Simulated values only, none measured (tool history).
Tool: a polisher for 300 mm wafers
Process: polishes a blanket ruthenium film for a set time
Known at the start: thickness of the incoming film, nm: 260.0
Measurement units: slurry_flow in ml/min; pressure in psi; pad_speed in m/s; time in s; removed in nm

run  hour  slurry_flow  pressure  pad_speed  time  removed
  1     0          155         2        0.9    40   47.971
  2   5.7          160       2.1        0.9    40    51.27
  3   9.6          165       2.2        0.9    40   52.684
  4  10.2          165       2.2        0.9    35   46.201
  5  14.7          165       2.3        0.9    35     48.1
  6  18.6          165       2.3        0.9    40   54.808
  7  21.7          165       2.4        0.9    40   58.352

Run 8 comes next. What will it give?
  8  28.4          165       2.5        0.9    40        ?

{"run 8": {"removed": 59.071}}
